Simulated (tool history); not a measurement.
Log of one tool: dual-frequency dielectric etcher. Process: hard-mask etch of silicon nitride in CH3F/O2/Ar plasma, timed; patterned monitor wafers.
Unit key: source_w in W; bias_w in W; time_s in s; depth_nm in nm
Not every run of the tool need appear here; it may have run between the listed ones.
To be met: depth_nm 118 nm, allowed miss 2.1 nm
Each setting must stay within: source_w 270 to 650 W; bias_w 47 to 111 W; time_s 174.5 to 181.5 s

Run 1, hour 0: source_w 460 W, bias_w 79 W, time_s 174.5 s. Result: depth_nm 149.99 nm.
Run 2, hour 6.8: source_w 400 W, bias_w 72 W, time_s 174.5 s. Result: depth_nm 131.98 nm.
Run 3, hour 9.7: source_w 400 W, bias_w 72 W, time_s 181.5 s. Result: depth_nm 136.02 nm.
Run 4, hour 17.4: source_w 370 W, bias_w 72 W, time_s 181.5 s. Result: depth_nm 131.34 nm.
Run 5, hour 25.6: source_w 350 W, bias_w 72 W, time_s 181.5 s. Result: depth_nm 126.49 nm.
Run 6, hour 29: source_w 350 W, bias_w 86 W, time_s 181.5 s. Result: depth_nm 140.08 nm.
Run 7, hour 36.5: source_w 330 W, bias_w 83 W, time_s 181.5 s. Result: depth_nm 132.44 nm.
Run 8, hour 44.1: source_w 310 W, bias_w 82 W, time_s 181.5 s. Result: depth_nm 125.52 nm.
Run 9, hour 49.5: source_w 300 W, bias_w 82 W, time_s 181.5 s. Result: depth_nm 123.4 nm.
Run 10, hour 56.7: source_w 290 W, bias_w 82 W, time_s 181.5 s. Result: depth_nm 120.4 nm.

Which single option among these 4 for the next run brings every result within its allowed miss of target? Just one does.
Run A, hour 63.9: source_w 280 W, bias_w 89 W, time_s 181.5 s. Result: depth_nm ?.
Run B, hour 63.9: source_w 280 W, bias_w 80 W, time_s 174.5 s. Result: depth_nm ?.
Run C, hour 63.9: source_w 300 W, bias_w 83 W, time_s 181 s. Result: depth_nm ?.
Run D, hour 63.9: source_w 290 W, bias_w 81 W, time_s 178 s. Result: depth_nm ?.

move  depth_nm
   A    125.12
   B    113.52
   C    125.87
   D    119.43
A: lands further from the targets than the last run did
B: the result that was furthest off in the last run now lies on the other side of its target
C: lands further from the targets than the last run did
D: each result inside its tolerance
Move D is the one to make.
